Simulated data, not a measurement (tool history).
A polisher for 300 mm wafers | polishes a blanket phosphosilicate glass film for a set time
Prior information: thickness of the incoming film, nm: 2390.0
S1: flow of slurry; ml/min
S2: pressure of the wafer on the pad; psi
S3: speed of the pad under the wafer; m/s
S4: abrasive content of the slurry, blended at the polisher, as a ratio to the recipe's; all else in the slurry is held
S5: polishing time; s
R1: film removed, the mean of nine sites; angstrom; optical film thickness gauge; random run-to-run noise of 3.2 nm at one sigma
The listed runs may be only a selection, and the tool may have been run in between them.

Run 1, hour 0.0: S1 180 ml/min, S2 4.1 psi, S3 0.80 m/s, S4 1.0, S5 38 s. Result: R1 2931.5 angstrom.
Run 2, hour 0.9: S1 180 ml/min, S2 3.3 psi, S3 0.80 m/s, S4 1.0, S5 38 s. Result: R1 2361.7 angstrom.
Run 3, hour 2.4: S1 190 ml/min, S2 3.8 psi, S3 0.80 m/s, S4 1.0, S5 38 s. Result: R1 2783.8 angstrom.
Run 4, hour 8.4: S1 205 ml/min, S2 4.1 psi, S3 0.80 m/s, S4 1.0, S5 38 s. Result: R1 2959.5 angstrom.
Run 5, hour 14.1: S1 205 ml/min, S2 4.1 psi, S3 0.80 m/s, S4 1.0, S5 34 s. Result: R1 2660.7 angstrom.
Run 6, hour 21.5: S1 205 ml/min, S2 4.6 psi, S3 0.80 m/s, S4 1.0, S5 34 s. Result: R1 2977.3 angstrom.
Run 7, hour 23.0: S1 205 ml/min, S2 5.0 psi, S3 0.82 m/s, S4 1.0, S5 34 s. Result: R1 3291.4 angstrom.
Run 8, hour 26.1: S1 205 ml/min, S2 5.3 psi, S3 0.84 m/s, S4 1.0, S5 34 s. Result: R1 3512.6 angstrom.
Run 9, hour 33.4: S1 205 ml/min, S2 5.5 psi, S3 0.86 m/s, S4 1.0, S5 34 s. Result: R1 3758.1 angstrom.

Forecast run 10:
Run 10, hour 34.7: S1 205 ml/min, S2 5.7 psi, S3 0.88 m/s, S4 1.0, S5 34 s. Result: R1 ?.

Run 10 produced R1 3971.2 angstrom.

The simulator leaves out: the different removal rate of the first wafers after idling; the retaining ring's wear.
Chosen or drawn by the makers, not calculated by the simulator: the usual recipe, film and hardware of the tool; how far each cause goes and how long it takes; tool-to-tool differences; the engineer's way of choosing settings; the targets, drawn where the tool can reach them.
